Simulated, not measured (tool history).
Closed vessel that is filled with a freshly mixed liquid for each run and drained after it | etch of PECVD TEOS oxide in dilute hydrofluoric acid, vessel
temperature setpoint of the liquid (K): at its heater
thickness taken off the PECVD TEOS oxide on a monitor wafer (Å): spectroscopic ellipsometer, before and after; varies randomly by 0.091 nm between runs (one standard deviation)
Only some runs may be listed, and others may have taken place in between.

run  hour  temperature setpoint of the liquid (K)  parts of water to one part of 49 % hydrofluoric acid (parts by volume)  time in the liquid (s)  thickness taken off the PECVD TEOS oxide on a monitor wafer (Å)
  1     0                                  295.15                                                                     110                     105                                                           82.888
  2   4.2                                  297.65                                                                     110                     105                                                           91.657
  3   6.2                                  298.65                                                                     105                     105                                                           99.155
  4   8.5                                  298.65                                                                     105                     110                                                            104.4
  5  10.2                                  299.65                                                                     105                     110                                                           109.64
  6  16.2                                  301.15                                                                     105                     110                                                           114.55

Expected results for the next run?
  7  18.8                                  301.65                                                                     105                     110                                                                ?

{"run 7": {"thickness taken off the PECVD TEOS oxide on a monitor wafer (Å)": 118.27}}
